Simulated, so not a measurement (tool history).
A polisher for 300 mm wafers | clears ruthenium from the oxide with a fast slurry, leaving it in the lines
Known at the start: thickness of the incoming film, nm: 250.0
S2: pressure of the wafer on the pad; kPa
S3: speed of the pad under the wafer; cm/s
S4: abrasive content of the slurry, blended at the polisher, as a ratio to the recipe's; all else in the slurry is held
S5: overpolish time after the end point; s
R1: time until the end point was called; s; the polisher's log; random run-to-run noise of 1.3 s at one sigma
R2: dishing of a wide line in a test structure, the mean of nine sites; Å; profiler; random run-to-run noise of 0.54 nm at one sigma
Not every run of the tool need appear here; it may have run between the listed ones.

Run 1, hour 0: flow of slurry (ml/min) 225, S2 13.1 kPa, S3 98 cm/s, S4 1, S5 8 s. Result: R1 116 s, R2 172.69 Å.
Run 2, hour 7.4: flow of slurry (ml/min) 185, S2 13.1 kPa, S3 98 cm/s, S4 1, S5 8 s. Result: R1 123.89 s, R2 169.33 Å.
Run 3, hour 14.8: flow of slurry (ml/min) 185, S2 13.1 kPa, S3 98 cm/s, S4 0.9, S5 8 s. Result: R1 130.41 s, R2 167.68 Å.
Run 4, hour 21.5: flow of slurry (ml/min) 200, S2 14.5 kPa, S3 98 cm/s, S4 0.9, S5 8 s. Result: R1 112.4 s, R2 176.82 Å.
Run 5, hour 24.1: flow of slurry (ml/min) 210, S2 15.2 kPa, S3 100 cm/s, S4 0.9, S5 9 s. Result: R1 104.31 s, R2 227.81 Å.
Run 6, hour 25.4: flow of slurry (ml/min) 210, S2 15.2 kPa, S3 100 cm/s, S4 1.05, S5 9 s. Result: R1 100.5 s, R2 221.59 Å.

For run 7, what comes out?
Run 7, hour 32.6: flow of slurry (ml/min) 210, S2 15.2 kPa, S3 100 cm/s, S4 1.05, S5 9 s. Result: R1 ?, R2 ?.

{"run 7": {"R1": 99.047, "R2": 229.91}}
